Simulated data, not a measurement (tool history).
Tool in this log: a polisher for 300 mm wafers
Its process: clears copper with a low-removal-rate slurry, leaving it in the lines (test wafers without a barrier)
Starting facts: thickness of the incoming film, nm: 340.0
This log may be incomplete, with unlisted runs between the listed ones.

run  hour  flow of slurry (ml/min)  pressure of the wafer on the pad (kPa)  speed of the pad under the wafer (cm/s)  abrasive content of the slurry  overpolish time after the end point (s)  time until the end point was called (s)  dishing of a wide line in a test structure (Å)
  1   0.0                      320                                    17.9                                      110                             1.0                                       22                                   95.651                                          480.77
  2   3.7                      320                                    17.9                                      110                             1.2                                       22                                   92.782                                          505.75
  3   8.6                      315                                    16.5                                       98                             1.2                                       20                                  112.950                                          385.45
  4  13.0                      265                                    16.5                                       98                             1.2                                       20                                  115.430                                          393.74
  5  17.9                      265                                    17.9                                       98                             1.2                                       20                                  105.620                                          420.82
  6  23.9                      265                                    15.9                                       90                             1.2                                       19                                  128.220                                          338.01
  7  26.7                      265                                    14.5                                       84                             1.2                                       18                                  152.550                                          281.98

The next listed run, before its measurement:
  8  31.0                      265                                    13.1                                       82                             1.2                                       17                                        ?                                               ?

time until the end point was called (s): 170.590
dishing of a wide line in a test structure (Å): 235.37

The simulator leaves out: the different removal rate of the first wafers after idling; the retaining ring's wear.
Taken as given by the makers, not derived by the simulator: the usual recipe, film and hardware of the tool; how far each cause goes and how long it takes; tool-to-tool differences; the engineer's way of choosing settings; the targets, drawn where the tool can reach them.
